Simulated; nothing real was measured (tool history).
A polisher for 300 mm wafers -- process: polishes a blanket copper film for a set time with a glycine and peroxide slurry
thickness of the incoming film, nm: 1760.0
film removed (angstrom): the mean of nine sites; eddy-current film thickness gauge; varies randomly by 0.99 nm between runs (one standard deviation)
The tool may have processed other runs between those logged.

run  hour  flow of slurry (ml/min)  pressure of the wafer on the pad (psi)  speed of the pad under the wafer (cm/s)  polishing time (s)  film removed (angstrom)
  1     0                      200                                     3.5                                      102                  42                   2341.1
  2   2.3                      195                                     3.1                                       98                  42                   2049.3
  3   3.3                      190                                     2.8                                       96                  42                   1848.6
  4   7.8                      190                                     3.3                                       96                  42                     2132
  5  16.7                      190                                       3                                       94                  42                   1909.2
  6  22.6                      190                                     2.7                                       94                  42                   1774.9
  7  29.6                      190                                     2.5                                       92                  42                   1643.8

The next listed run, before its measurement:
  8  32.6                      175                                     1.6                                       88                  42                        ?

{"run 8": {"film removed (angstrom)": 1105.5}}
